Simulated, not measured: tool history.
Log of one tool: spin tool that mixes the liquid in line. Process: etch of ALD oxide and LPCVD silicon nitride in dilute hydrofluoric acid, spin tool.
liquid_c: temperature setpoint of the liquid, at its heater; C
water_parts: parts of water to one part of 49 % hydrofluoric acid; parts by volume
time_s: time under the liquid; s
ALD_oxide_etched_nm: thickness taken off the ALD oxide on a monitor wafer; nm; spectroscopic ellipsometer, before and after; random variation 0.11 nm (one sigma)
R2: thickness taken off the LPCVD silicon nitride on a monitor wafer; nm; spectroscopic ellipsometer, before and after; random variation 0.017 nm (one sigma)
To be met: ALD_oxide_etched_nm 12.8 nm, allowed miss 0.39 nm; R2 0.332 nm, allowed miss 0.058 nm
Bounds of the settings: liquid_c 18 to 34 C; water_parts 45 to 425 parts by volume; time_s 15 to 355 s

run 1 day=0 | liquid_c=26 water_parts=235 time_s=180 | ALD_oxide_etched_nm=19.389 R2=0.42834
run 2 day=0.062 | liquid_c=26 water_parts=235 time_s=145 | ALD_oxide_etched_nm=15.615 R2=0.38644
run 3 day=0.196 | liquid_c=26 water_parts=200 time_s=145 | ALD_oxide_etched_nm=19.075 R2=0.47912
run 4 day=0.488 | liquid_c=26 water_parts=200 time_s=195 | ALD_oxide_etched_nm=25.74 R2=0.63724
run 5 day=0.696 | liquid_c=26 water_parts=255 time_s=195 | ALD_oxide_etched_nm=19.103 R2=0.43851
run 6 day=0.904 | liquid_c=26 water_parts=200 time_s=195 | ALD_oxide_etched_nm=25.639 R2=0.62163
run 7 day=1.108 | liquid_c=25.5 water_parts=235 time_s=190 | ALD_oxide_etched_nm=20.132 R2=0.45808
run 8 day=1.362 | liquid_c=26 water_parts=260 time_s=185 | ALD_oxide_etched_nm=17.544 R2=0.3893
-- day=1.6 thermometer replaced
run 9 day=1.6 | liquid_c=25.5 water_parts=270 time_s=180 | ALD_oxide_etched_nm=17.282 R2=0.46266
run 10 day=1.771 | liquid_c=26.5 water_parts=295 time_s=180 | ALD_oxide_etched_nm=16.022 R2=0.45172
run 11 day=1.838 | liquid_c=25.5 water_parts=305 time_s=180 | ALD_oxide_etched_nm=14.97 R2=0.40874

5 next moves are on the table. One of them brings every result within its allowed miss. Which?
run A day=1.904 | liquid_c=24 water_parts=285 time_s=150 | ALD_oxide_etched_nm=? R2=?
run B day=1.904 | liquid_c=27 water_parts=340 time_s=225 | ALD_oxide_etched_nm=? R2=?
run C day=1.904 | liquid_c=23.5 water_parts=365 time_s=195 | ALD_oxide_etched_nm=? R2=?
run D day=1.904 | liquid_c=19 water_parts=175 time_s=90 | ALD_oxide_etched_nm=? R2=?
run E day=1.904 | liquid_c=24.5 water_parts=325 time_s=165 | ALD_oxide_etched_nm=? R2=?

move=A ALD_oxide_etched_nm=12.807 R2=0.34447
move=B ALD_oxide_etched_nm=16.877 R2=0.51832
move=C ALD_oxide_etched_nm=11.846 R2=0.34013
move=D ALD_oxide_etched_nm=11.573 R2=0.24166
move=E ALD_oxide_etched_nm=12.089 R2=0.34289
A: meets every target
B: further off than the last run
C: takes the result that was furthest off past its target
D: takes the result that was furthest off past its target
E: takes the result that was furthest off past its target
Move A is the one to make.
